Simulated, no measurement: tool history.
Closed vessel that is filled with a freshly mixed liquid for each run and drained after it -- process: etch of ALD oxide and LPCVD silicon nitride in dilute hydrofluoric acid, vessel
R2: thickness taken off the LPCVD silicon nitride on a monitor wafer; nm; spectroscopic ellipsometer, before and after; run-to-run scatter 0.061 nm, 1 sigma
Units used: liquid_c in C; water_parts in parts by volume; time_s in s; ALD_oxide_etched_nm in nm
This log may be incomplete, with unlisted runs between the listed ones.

{"run": 1, "hour": 0.0, "liquid_c": 21.0, "water_parts": 60, "time_s": 60, "ALD_oxide_etched_nm": 21.581, "R2": 0.35782}
{"run": 2, "hour": 3.2, "liquid_c": 21.0, "water_parts": 75, "time_s": 60, "ALD_oxide_etched_nm": 16.963, "R2": 0.25933}
{"run": 3, "hour": 5.1, "liquid_c": 22.5, "water_parts": 60, "time_s": 60, "ALD_oxide_etched_nm": 22.964, "R2": 0.41231}
{"run": 4, "hour": 6.4, "liquid_c": 23.0, "water_parts": 50, "time_s": 60, "ALD_oxide_etched_nm": 28.656, "R2": 0.50759}
{"run": 5, "hour": 10.8, "liquid_c": 23.0, "water_parts": 50, "time_s": 35, "ALD_oxide_etched_nm": 16.625, "R2": 0.30695}
{"run": 6, "hour": 17.1, "liquid_c": 23.0, "water_parts": 50, "time_s": 30, "ALD_oxide_etched_nm": 14.215, "R2": 0.25167}
{"run": 7, "hour": 18.5, "liquid_c": 27.0, "water_parts": 25, "time_s": 60, "ALD_oxide_etched_nm": 70.068, "R2": 1.2295}
{"run": 8, "hour": 22.8, "liquid_c": 26.0, "water_parts": 25, "time_s": 60, "ALD_oxide_etched_nm": 67.151, "R2": 1.2498}
{"run": 9, "hour": 24.8, "liquid_c": 25.0, "water_parts": 25, "time_s": 60, "ALD_oxide_etched_nm": 64.093, "R2": 1.1092}
{"run": 10, "hour": 25.7, "liquid_c": 24.5, "water_parts": 25, "time_s": 60, "ALD_oxide_etched_nm": 62.351, "R2": 1.0372}
{"run": 11, "hour": 27.1, "liquid_c": 24.0, "water_parts": 25, "time_s": 60, "ALD_oxide_etched_nm": 61.049, "R2": 1.2111}
{"run": 12, "hour": 28.7, "liquid_c": 23.5, "water_parts": 25, "time_s": 60, "ALD_oxide_etched_nm": 60.018, "R2": 1.0935}
{"run": 13, "hour": 33.3, "liquid_c": 23.0, "water_parts": 25, "time_s": 60, "ALD_oxide_etched_nm": 59.003, "R2": 1.1197}
{"run": 14, "hour": 36.6, "liquid_c": 22.5, "water_parts": 25, "time_s": 60, "ALD_oxide_etched_nm": 57.307, "R2": 0.89456}
{"run": 15, "hour": 43.1, "liquid_c": 23.0, "water_parts": 25, "time_s": 60, "ALD_oxide_etched_nm": 59.969, "R2": 1.0217}
{"run": 16, "hour": 44.6, "liquid_c": 22.5, "water_parts": 25, "time_s": 60, "ALD_oxide_etched_nm": 58.294, "R2": 0.88277}

Estimate the outcome of run 17 from the log above:
{"run": 17, "hour": 51.7, "liquid_c": 23.0, "water_parts": 25, "time_s": 60, "ALD_oxide_etched_nm": "?", "R2": "?"}

ALD_oxide_etched_nm: 58.652 nm
R2: 1.13090 nm

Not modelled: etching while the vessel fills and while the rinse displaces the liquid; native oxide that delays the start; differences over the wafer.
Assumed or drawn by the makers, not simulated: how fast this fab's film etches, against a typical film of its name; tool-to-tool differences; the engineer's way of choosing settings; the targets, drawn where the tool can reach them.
